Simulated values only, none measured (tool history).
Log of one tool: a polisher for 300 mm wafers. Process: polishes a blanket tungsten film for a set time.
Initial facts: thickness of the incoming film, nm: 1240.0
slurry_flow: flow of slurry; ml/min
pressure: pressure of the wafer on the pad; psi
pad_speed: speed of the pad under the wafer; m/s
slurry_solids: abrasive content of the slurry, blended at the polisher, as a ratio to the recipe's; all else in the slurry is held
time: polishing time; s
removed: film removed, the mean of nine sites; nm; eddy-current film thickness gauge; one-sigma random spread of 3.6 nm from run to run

| run | hour | slurry_flow | pressure | pad_speed | slurry_solids | time | removed |
|---|---|---|---|---|---|---|---|
| 1 | 0 | 225 | 4.7 | 1.26 | 1 | 82 | 655.3 |
| 2 | 0.6 | 255 | 4.7 | 1.26 | 1 | 82 | 661.93 |
| 3 | 6.3 | 255 | 5.8 | 1.26 | 1 | 82 | 768.18 |
| 4 | 14 | 255 | 6.9 | 1.26 | 1 | 82 | 889.19 |
| 5 | 22 | 255 | 5.5 | 1.24 | 1 | 82 | 728.33 |
| 6 | 28.9 | 255 | 5.5 | 1.24 | 1.2 | 82 | 757.24 |
| 7 | 31.8 | 255 | 4.5 | 1.22 | 1.2 | 82 | 641.15 |
| 8 | 32.8 | 255 | 3.9 | 1.22 | 1.2 | 82 | 584.4 |

Forecast run 9:
| 9 | 41 | 235 | 2.6 | 1.2 | 1.2 | 82 | ? |

Logged for run 9: removed 429.4 nm.
